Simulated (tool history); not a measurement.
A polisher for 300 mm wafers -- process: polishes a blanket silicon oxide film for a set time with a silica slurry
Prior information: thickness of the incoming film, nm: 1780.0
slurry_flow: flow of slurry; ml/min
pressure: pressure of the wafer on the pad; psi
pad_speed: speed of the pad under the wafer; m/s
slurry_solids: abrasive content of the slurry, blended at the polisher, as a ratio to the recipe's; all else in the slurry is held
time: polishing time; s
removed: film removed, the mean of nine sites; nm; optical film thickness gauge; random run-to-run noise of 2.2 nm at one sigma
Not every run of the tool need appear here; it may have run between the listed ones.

run  hour  slurry_flow  pressure  pad_speed  slurry_solids  time  removed
  1   0.0          150       5.0       0.96            1.0    63   218.32
  2   1.8          150       4.9       0.96            1.0    63   209.34
  3   3.0          150       6.0       0.96            1.0    63   256.86
  4   4.2          150       5.8       0.96            1.0    63   245.61
  5   6.8          150       4.6       0.96            1.0    63   198.06
  6   8.0          150       4.5       0.96            1.0    63   192.80
  7  11.3          150       4.4       0.96            1.0    63   186.16
  8  17.6          150       4.3       0.96            1.0    63   182.86

Run 9 is up next; what results do you expect?
  9  21.7          145       4.1       0.96            1.0    63        ?

For run 9 the tool returned removed 176.79 nm.

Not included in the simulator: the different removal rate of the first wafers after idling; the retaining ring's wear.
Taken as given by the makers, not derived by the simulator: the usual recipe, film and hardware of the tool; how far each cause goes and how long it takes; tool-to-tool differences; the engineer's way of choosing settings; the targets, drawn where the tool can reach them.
